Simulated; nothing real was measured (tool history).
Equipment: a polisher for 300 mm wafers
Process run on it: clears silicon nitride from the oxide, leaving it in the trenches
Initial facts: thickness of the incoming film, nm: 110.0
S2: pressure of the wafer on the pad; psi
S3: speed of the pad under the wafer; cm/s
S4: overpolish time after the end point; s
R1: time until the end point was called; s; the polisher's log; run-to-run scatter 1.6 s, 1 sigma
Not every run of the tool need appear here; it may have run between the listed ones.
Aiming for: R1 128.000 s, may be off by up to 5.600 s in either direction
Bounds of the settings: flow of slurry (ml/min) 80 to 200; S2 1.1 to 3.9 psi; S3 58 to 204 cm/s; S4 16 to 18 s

{"run": 1, "hour": 0.0, "flow of slurry (ml/min)": 130, "S2": 2.5, "S3": 130, "S4": 16, "R1": 87.826}
{"run": 2, "hour": 7.1, "flow of slurry (ml/min)": 140, "S2": 2.5, "S3": 130, "S4": 16, "R1": 90.626}
{"run": 3, "hour": 8.7, "flow of slurry (ml/min)": 140, "S2": 2.0, "S3": 130, "S4": 16, "R1": 101.96}
{"run": 4, "hour": 12.8, "flow of slurry (ml/min)": 140, "S2": 2.5, "S3": 130, "S4": 16, "R1": 87.841}
{"run": 5, "hour": 21.7, "flow of slurry (ml/min)": 140, "S2": 2.3, "S3": 130, "S4": 16, "R1": 92.87}
{"run": 6, "hour": 27.7, "flow of slurry (ml/min)": 110, "S2": 2.3, "S3": 130, "S4": 16, "R1": 95.279}
{"run": 7, "hour": 30.2, "flow of slurry (ml/min)": 110, "S2": 2.2, "S3": 130, "S4": 16, "R1": 100.76}
{"run": 8, "hour": 35.9, "flow of slurry (ml/min)": 110, "S2": 2.1, "S3": 130, "S4": 16, "R1": 102.7}
{"run": 9, "hour": 39.6, "flow of slurry (ml/min)": 110, "S2": 2.0, "S3": 130, "S4": 16, "R1": 103.66}
{"run": 10, "hour": 41.5, "flow of slurry (ml/min)": 110, "S2": 1.9, "S3": 130, "S4": 16, "R1": 107.34}
{"run": 11, "hour": 49.6, "flow of slurry (ml/min)": 110, "S2": 1.8, "S3": 130, "S4": 16, "R1": 110.72}
{"run": 12, "hour": 53.9, "flow of slurry (ml/min)": 110, "S2": 1.8, "S3": 130, "S4": 16, "R1": 109.26}
{"run": 13, "hour": 55.0, "flow of slurry (ml/min)": 110, "S2": 1.7, "S3": 130, "S4": 16, "R1": 116.3}
{"run": 14, "hour": 57.9, "flow of slurry (ml/min)": 110, "S2": 1.5, "S3": 130, "S4": 16, "R1": 121.5}

Next run, 4 choices. One meets every target within its allowed miss, the rest don't. Which?
{"run": "A", "hour": 60.8, "flow of slurry (ml/min)": 95, "S2": 1.6, "S3": 142, "S4": 18, "R1": "?"}
{"run": "B", "hour": 60.8, "flow of slurry (ml/min)": 125, "S2": 1.7, "S3": 138, "S4": 18, "R1": "?"}
{"run": "C", "hour": 60.8, "flow of slurry (ml/min)": 110, "S2": 1.1, "S3": 142, "S4": 18, "R1": "?"}
{"run": "D", "hour": 60.8, "flow of slurry (ml/min)": 80, "S2": 1.3, "S3": 154, "S4": 18, "R1": "?"}

move=A R1=110.100
move=B R1=104.100
move=C R1=127.130
move=D R1=116.720
A: further off than the last run
B: further off than the last run
C: meets every target
D: further off than the last run
The right move is C.
